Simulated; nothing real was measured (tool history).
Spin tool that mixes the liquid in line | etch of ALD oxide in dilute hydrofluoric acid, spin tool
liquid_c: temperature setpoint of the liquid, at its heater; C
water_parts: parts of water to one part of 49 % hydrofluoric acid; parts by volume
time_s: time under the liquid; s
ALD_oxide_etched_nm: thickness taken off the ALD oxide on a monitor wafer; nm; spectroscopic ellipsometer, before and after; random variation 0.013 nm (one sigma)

run    day  liquid_c  water_parts  time_s  ALD_oxide_etched_nm
  1      0        24          200      15               2.3468
  2  0.304      22.5          210      15               2.1294
  3  0.329      22.5          270      15               1.5204
  4  0.596      24.5          270      15               1.6468
  5  0.879        24          270      15               1.6015
  6  1.096      23.5          270      15               1.5824

The next listed run, before its measurement:
  7  1.408        23          270      15                    ?

Run 7 gave ALD_oxide_etched_nm 1.5602 nm.
